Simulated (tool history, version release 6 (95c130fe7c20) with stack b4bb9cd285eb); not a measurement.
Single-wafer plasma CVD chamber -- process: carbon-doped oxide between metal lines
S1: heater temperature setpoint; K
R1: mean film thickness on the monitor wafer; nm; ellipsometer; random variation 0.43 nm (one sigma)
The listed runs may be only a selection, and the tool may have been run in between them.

{"run": 1, "hour": 0.0, "S1": 628.15, "chamber pressure (Pa)": 871, "RF power (kW)": 0.515, "deposition time (s)": 20.6, "R1": 121.37}
{"run": 2, "hour": 6.6, "S1": 632.15, "chamber pressure (Pa)": 871, "RF power (kW)": 0.515, "deposition time (s)": 20.6, "R1": 119.94}
{"run": 3, "hour": 11.6, "S1": 630.15, "chamber pressure (Pa)": 887, "RF power (kW)": 0.53, "deposition time (s)": 20.6, "R1": 123.77}
{"run": 4, "hour": 18.2, "S1": 629.15, "chamber pressure (Pa)": 909, "RF power (kW)": 0.54, "deposition time (s)": 20.6, "R1": 124.77}
{"run": 5, "hour": 19.3, "S1": 628.15, "chamber pressure (Pa)": 913, "RF power (kW)": 0.55, "deposition time (s)": 20.6, "R1": 127.56}
{"run": 6, "hour": 23.3, "S1": 627.15, "chamber pressure (Pa)": 924, "RF power (kW)": 0.555, "deposition time (s)": 20.6, "R1": 129.43}
{"run": 7, "hour": 24.9, "S1": 626.15, "chamber pressure (Pa)": 935, "RF power (kW)": 0.56, "deposition time (s)": 20.6, "R1": 129.69}
{"run": 8, "hour": 30.6, "S1": 625.15, "chamber pressure (Pa)": 940, "RF power (kW)": 0.565, "deposition time (s)": 20.6, "R1": 131.75}

What will run 9 give?
{"run": 9, "hour": 31.6, "S1": 624.15, "chamber pressure (Pa)": 945, "RF power (kW)": 0.565, "deposition time (s)": 20.6, "R1": "?"}

{"run 9": {"R1": 130.63}}
